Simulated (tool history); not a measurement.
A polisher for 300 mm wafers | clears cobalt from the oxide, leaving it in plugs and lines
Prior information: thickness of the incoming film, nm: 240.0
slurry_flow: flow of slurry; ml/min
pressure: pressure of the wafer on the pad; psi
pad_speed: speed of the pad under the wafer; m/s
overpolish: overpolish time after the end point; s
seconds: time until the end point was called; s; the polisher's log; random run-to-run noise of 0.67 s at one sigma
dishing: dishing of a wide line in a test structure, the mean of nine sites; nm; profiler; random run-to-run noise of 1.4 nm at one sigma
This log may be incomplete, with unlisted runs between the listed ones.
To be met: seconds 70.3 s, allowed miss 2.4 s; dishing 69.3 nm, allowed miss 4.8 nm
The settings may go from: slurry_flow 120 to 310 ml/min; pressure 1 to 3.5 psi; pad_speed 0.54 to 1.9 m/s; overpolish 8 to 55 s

run 1 hour=0 | slurry_flow=200 pressure=2.2 pad_speed=1.22 overpolish=28 | seconds=42.798 dishing=67.25
run 2 hour=1.8 | slurry_flow=200 pressure=2 pad_speed=1.22 overpolish=32 | seconds=47.023 dishing=68.213
run 3 hour=2.8 | slurry_flow=200 pressure=1.8 pad_speed=1.22 overpolish=35 | seconds=51.974 dishing=67.443
run 4 hour=8.9 | slurry_flow=200 pressure=2.3 pad_speed=1.22 overpolish=35 | seconds=41.328 dishing=71.579
-- hour=15.1 head pressure recalibrated
run 5 hour=15.1 | slurry_flow=160 pressure=2.3 pad_speed=1.22 overpolish=35 | seconds=44.494 dishing=72.289
run 6 hour=21.3 | slurry_flow=160 pressure=2.3 pad_speed=1.52 overpolish=35 | seconds=36.092 dishing=72.519
run 7 hour=27 | slurry_flow=155 pressure=2 pad_speed=1.5 overpolish=38 | seconds=42.173 dishing=73.994
run 8 hour=30.1 | slurry_flow=150 pressure=1.8 pad_speed=1.5 overpolish=39 | seconds=47.321 dishing=72.373

Which of these 5 next moves meets every target?
run A hour=33.2 | slurry_flow=175 pressure=1.3 pad_speed=1.74 overpolish=48 | seconds=? dishing=?
run B hour=33.2 | slurry_flow=120 pressure=1.4 pad_speed=1.58 overpolish=48 | seconds=? dishing=?
run C hour=33.2 | slurry_flow=125 pressure=1.5 pad_speed=1.34 overpolish=50 | seconds=? dishing=?
run D hour=33.2 | slurry_flow=195 pressure=1.5 pad_speed=1.14 overpolish=45 | seconds=? dishing=?
run E hour=33.2 | slurry_flow=150 pressure=2.1 pad_speed=1.56 overpolish=55 | seconds=? dishing=?

move=A seconds=55.378 dishing=71.391
move=B seconds=59.186 dishing=70.67
move=C seconds=64.748 dishing=70.14
move=D seconds=72.118 dishing=66.962
move=E seconds=39.539 dishing=73.934
A: gains on the last run, yet a result remains outside its allowed miss
B: gains on the last run, yet a result remains outside its allowed miss
C: gains on the last run, yet a result remains outside its allowed miss
D: every result lands within tolerance
E: further off than the last run
Correct choice: D, which meets every target

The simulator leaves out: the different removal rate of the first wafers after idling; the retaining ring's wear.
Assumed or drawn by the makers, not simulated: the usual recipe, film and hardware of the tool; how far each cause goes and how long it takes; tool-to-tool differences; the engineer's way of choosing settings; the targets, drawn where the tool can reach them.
